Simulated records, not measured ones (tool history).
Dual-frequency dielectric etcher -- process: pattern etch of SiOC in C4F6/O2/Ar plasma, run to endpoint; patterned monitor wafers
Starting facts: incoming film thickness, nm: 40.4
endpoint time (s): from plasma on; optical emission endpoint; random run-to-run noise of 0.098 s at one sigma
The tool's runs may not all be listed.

Run 1, hour 0: bias power (W) 389, source power (W) 360. Result: endpoint time (s) 14.925.
Run 2, hour 5.1: bias power (W) 345, source power (W) 360. Result: endpoint time (s) 15.23.
Run 3, hour 7.5: bias power (W) 345, source power (W) 310. Result: endpoint time (s) 16.855.
Run 4, hour 10.9: bias power (W) 345, source power (W) 290. Result: endpoint time (s) 17.809.
Run 5, hour 14.7: bias power (W) 380, source power (W) 320. Result: endpoint time (s) 16.165.
Run 6, hour 16.3: bias power (W) 409, source power (W) 340. Result: endpoint time (s) 15.084.
Run 7, hour 20.4: bias power (W) 487, source power (W) 360. Result: endpoint time (s) 14.305.

Run 8 has not been measured yet. What should we expect?
Run 8, hour 22.7: bias power (W) 494, source power (W) 370. Result: endpoint time (s) ?.

Run 8 gave endpoint time (s) 13.809.
